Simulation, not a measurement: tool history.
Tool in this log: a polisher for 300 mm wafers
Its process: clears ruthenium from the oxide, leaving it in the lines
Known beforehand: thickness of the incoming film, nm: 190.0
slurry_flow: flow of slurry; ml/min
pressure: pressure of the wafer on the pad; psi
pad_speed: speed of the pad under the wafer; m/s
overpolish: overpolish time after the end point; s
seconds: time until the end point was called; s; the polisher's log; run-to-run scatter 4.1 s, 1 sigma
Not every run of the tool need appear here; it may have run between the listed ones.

run 1 day=0 | slurry_flow=295 pressure=2.4 pad_speed=1.28 overpolish=14 | seconds=95.794
run 2 day=0.196 | slurry_flow=295 pressure=2.4 pad_speed=1.28 overpolish=15 | seconds=96.091
run 3 day=0.525 | slurry_flow=360 pressure=2.4 pad_speed=1.28 overpolish=15 | seconds=95.656
run 4 day=0.671 | slurry_flow=360 pressure=2.7 pad_speed=1.28 overpolish=15 | seconds=86.286
run 5 day=0.8 | slurry_flow=300 pressure=2.7 pad_speed=1.28 overpolish=15 | seconds=87.643
run 6 day=1.175 | slurry_flow=300 pressure=2.7 pad_speed=1.28 overpolish=15 | seconds=87.592
run 7 day=1.371 | slurry_flow=300 pressure=2.5 pad_speed=1.2 overpolish=15 | seconds=99.542
run 8 day=1.608 | slurry_flow=300 pressure=2.3 pad_speed=1.14 overpolish=15 | seconds=117.13
run 9 day=1.65 | slurry_flow=300 pressure=2.2 pad_speed=1.12 overpolish=15 | seconds=121.37
run 10 day=1.962 | slurry_flow=300 pressure=2.2 pad_speed=1.12 overpolish=15 | seconds=125.16

Estimate the outcome of run 11 from the log above:
run 11 day=2.171 | slurry_flow=300 pressure=2.1 pad_speed=1.1 overpolish=15 | seconds=?

seconds: 125.29 s

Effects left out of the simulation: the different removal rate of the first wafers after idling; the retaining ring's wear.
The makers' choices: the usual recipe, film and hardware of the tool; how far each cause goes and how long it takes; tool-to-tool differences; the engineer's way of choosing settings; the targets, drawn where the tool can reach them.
